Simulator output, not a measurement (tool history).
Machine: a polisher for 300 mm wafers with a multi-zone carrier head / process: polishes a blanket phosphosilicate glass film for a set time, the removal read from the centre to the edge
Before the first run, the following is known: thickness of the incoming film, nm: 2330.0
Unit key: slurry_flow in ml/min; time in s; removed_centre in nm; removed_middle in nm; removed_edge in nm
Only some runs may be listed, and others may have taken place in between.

Run 1, hour 0.0: slurry_flow 260 ml/min, centre_zone 1.00, middle_zone 1.00, edge_zone 1.00, slurry_solids 1.00, time 75 s. Result: removed_centre 659.01 nm, removed_middle 666.87 nm, removed_edge 676.29 nm.
Run 2, hour 3.5: slurry_flow 260 ml/min, centre_zone 0.98, middle_zone 1.00, edge_zone 0.99, slurry_solids 0.95, time 73 s. Result: removed_centre 598.43 nm, removed_middle 626.78 nm, removed_edge 634.09 nm.
Run 3, hour 9.3: slurry_flow 260 ml/min, centre_zone 0.97, middle_zone 1.00, edge_zone 0.97, slurry_solids 0.90, time 71 s. Result: removed_centre 566.98 nm, removed_middle 599.50 nm, removed_edge 568.51 nm.
Run 4, hour 17.8: slurry_flow 255 ml/min, centre_zone 0.95, middle_zone 0.99, edge_zone 0.98, slurry_solids 0.85, time 70 s. Result: removed_centre 529.57 nm, removed_middle 568.98 nm, removed_edge 562.17 nm.
Run 5, hour 21.9: slurry_flow 250 ml/min, centre_zone 0.93, middle_zone 0.98, edge_zone 0.97, slurry_solids 0.80, time 69 s. Result: removed_centre 493.01 nm, removed_middle 519.32 nm, removed_edge 515.27 nm.
Run 6, hour 24.9: slurry_flow 250 ml/min, centre_zone 0.93, middle_zone 0.98, edge_zone 1.04, slurry_solids 0.80, time 69 s. Result: removed_centre 485.03 nm, removed_middle 524.91 nm, removed_edge 555.62 nm.
Run 7, hour 25.5: slurry_flow 245 ml/min, centre_zone 0.91, middle_zone 0.98, edge_zone 1.03, slurry_solids 0.75, time 69 s. Result: removed_centre 449.90 nm, removed_middle 494.29 nm, removed_edge 512.71 nm.
Run 8, hour 27.8: slurry_flow 240 ml/min, centre_zone 0.90, middle_zone 0.98, edge_zone 1.02, slurry_solids 0.75, time 69 s. Result: removed_centre 449.94 nm, removed_middle 497.84 nm, removed_edge 504.93 nm.

Run 9 has not been measured yet. What should we expect?
Run 9, hour 30.6: slurry_flow 235 ml/min, centre_zone 0.89, middle_zone 0.98, edge_zone 1.02, slurry_solids 0.75, time 69 s. Result: removed_centre ?, removed_middle ?, removed_edge ?.

{"run 9": {"removed_centre": 435.94, "removed_middle": 492.86, "removed_edge": 516.79}}

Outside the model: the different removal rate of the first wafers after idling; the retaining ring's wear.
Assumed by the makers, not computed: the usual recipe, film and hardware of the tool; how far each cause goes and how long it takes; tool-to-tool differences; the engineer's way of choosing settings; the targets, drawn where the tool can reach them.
